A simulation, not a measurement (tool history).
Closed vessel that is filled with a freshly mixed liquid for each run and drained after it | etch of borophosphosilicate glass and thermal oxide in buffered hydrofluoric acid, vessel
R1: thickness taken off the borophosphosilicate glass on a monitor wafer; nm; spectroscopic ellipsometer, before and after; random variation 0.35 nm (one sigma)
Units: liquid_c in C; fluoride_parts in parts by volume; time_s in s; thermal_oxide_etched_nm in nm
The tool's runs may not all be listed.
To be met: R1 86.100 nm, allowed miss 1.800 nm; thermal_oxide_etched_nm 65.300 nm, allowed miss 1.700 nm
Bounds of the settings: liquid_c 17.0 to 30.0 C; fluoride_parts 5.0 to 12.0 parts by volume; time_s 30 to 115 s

Run 1, hour 0.0: liquid_c 22.0 C, fluoride_parts 7.0 parts by volume, time_s 60 s. Result: R1 101.320 nm, thermal_oxide_etched_nm 77.835 nm.
Run 2, hour 2.7: liquid_c 22.0 C, fluoride_parts 5.0 parts by volume, time_s 60 s. Result: R1 135.950 nm, thermal_oxide_etched_nm 103.200 nm.
Run 3, hour 6.1: liquid_c 22.0 C, fluoride_parts 5.0 parts by volume, time_s 75 s. Result: R1 171.280 nm, thermal_oxide_etched_nm 128.010 nm.
Run 4, hour 12.9: liquid_c 22.0 C, fluoride_parts 5.0 parts by volume, time_s 75 s. Result: R1 170.190 nm, thermal_oxide_etched_nm 127.970 nm.
Run 5, hour 20.9: liquid_c 22.0 C, fluoride_parts 5.0 parts by volume, time_s 75 s. Result: R1 171.060 nm, thermal_oxide_etched_nm 128.950 nm.
At hour 29.7: thermometer replaced.
Run 6, hour 29.7: liquid_c 21.0 C, fluoride_parts 5.5 parts by volume, time_s 75 s. Result: R1 157.670 nm, thermal_oxide_etched_nm 118.930 nm.
Run 7, hour 35.3: liquid_c 20.0 C, fluoride_parts 6.5 parts by volume, time_s 75 s. Result: R1 129.170 nm, thermal_oxide_etched_nm 98.383 nm.
Run 8, hour 36.9: liquid_c 19.5 C, fluoride_parts 7.0 parts by volume, time_s 75 s. Result: R1 118.120 nm, thermal_oxide_etched_nm 87.963 nm.

Which of these 5 next moves meets every target?
Run A, hour 38.5: liquid_c 21.0 C, fluoride_parts 7.5 parts by volume, time_s 55 s. Result: R1 ?, thermal_oxide_etched_nm ?.
Run B, hour 38.5: liquid_c 19.5 C, fluoride_parts 6.0 parts by volume, time_s 45 s. Result: R1 ?, thermal_oxide_etched_nm ?.
Run C, hour 38.5: liquid_c 17.0 C, fluoride_parts 8.5 parts by volume, time_s 75 s. Result: R1 ?, thermal_oxide_etched_nm ?.
Run D, hour 38.5: liquid_c 17.0 C, fluoride_parts 7.5 parts by volume, time_s 65 s. Result: R1 ?, thermal_oxide_etched_nm ?.
Run E, hour 38.5: liquid_c 18.0 C, fluoride_parts 8.5 parts by volume, time_s 70 s. Result: R1 ?, thermal_oxide_etched_nm ?.

move      R1  thermal_oxide_etched_nm
   A  86.685                   66.397
   B  80.767                   61.526
   C  82.529                   63.112
   D  82.065                   62.644
   E  81.468                   62.353
A: meets every target
B: takes the result that was furthest off past its target
C: takes the result that was furthest off past its target
D: takes the result that was furthest off past its target
E: takes the result that was furthest off past its target
The right move is A.

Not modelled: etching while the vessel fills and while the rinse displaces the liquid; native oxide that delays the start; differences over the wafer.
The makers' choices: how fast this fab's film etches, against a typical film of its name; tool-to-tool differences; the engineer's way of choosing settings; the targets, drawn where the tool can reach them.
